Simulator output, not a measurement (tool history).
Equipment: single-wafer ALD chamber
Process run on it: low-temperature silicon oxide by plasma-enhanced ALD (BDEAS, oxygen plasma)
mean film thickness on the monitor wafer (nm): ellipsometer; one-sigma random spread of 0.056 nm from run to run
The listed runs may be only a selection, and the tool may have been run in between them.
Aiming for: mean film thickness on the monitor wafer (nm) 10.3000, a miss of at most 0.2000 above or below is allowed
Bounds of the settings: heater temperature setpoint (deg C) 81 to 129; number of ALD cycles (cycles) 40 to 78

run  hour  heater temperature setpoint (deg C)  number of ALD cycles (cycles)  mean film thickness on the monitor wafer (nm)
  1   0.0                                  105                             59                                         8.2819
  2   6.3                                  105                             52                                         7.2681
  3  14.2                                  103                             57                                         8.0716
  4  15.5                                   99                             57                                         8.0873
  5  18.0                                  107                             57                                         7.9592
  6  19.8                                  107                             63                                         8.7272
  7  22.9                                  104                             65                                         9.1684
  8  24.3                                  101                             67                                         9.4358

Which one of the following 4 next-run settings gets every result inside its allowed miss? There is exactly one.
  A  25.7                                  105                             77                                              ?
  B  25.7                                  102                             73                                              ?
  C  25.7                                   98                             59                                              ?
  D  25.7                                  100                             77                                              ?

move  mean film thickness on the monitor wafer (nm)
   A                                        10.7580
   B                                        10.2540
   C                                         8.3745
   D                                        10.8540
A: the result that was furthest off in the last run now lies on the other side of its target
B: all results land within tolerance of their targets
C: lands further from the targets than the last run did
D: the result that was furthest off in the last run now lies on the other side of its target
The move that meets every target is B.
